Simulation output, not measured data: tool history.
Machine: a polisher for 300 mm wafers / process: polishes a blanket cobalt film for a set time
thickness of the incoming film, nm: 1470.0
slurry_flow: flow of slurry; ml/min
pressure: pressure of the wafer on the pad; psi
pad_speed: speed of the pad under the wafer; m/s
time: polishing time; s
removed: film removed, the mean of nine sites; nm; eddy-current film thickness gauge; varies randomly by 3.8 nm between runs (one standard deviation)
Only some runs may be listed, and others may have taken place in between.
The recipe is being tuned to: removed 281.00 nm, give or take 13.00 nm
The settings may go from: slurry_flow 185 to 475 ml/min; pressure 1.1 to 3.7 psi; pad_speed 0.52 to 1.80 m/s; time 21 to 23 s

run,day,slurry_flow,pressure,pad_speed,time,removed
1,0.000,305,2.4,1.16,23,156.70
2,0.254,305,2.6,1.18,23,170.35
3,0.379,305,2.9,1.18,23,191.64
4,0.600,240,2.9,1.18,23,189.26
5,0.658,240,3.0,1.20,23,195.41
6,0.838,205,3.0,1.20,23,196.29
7,1.096,205,3.0,1.20,23,195.03
8,1.138,205,3.1,1.22,23,206.78
9,1.442,205,3.2,1.24,23,212.71
10,1.562,205,3.3,1.26,23,228.60
11,1.617,205,3.3,1.26,23,225.01

Which of these 5 next moves meets every target?
A,1.671,185,3.5,1.48,23,?
B,1.671,205,3.3,1.76,23,?
C,1.671,295,3.5,1.10,21,?
D,1.671,315,3.7,0.76,23,?
E,1.671,195,3.2,1.80,23,?

move,removed
A,274.87
B,309.85
C,194.51
D,158.29
E,306.19
A: every result lands within tolerance
B: takes the result that was furthest off past its target
C: moves away from the targets compared with the last run
D: moves away from the targets compared with the last run
E: takes the result that was furthest off past its target
Go with A: it meets all targets.
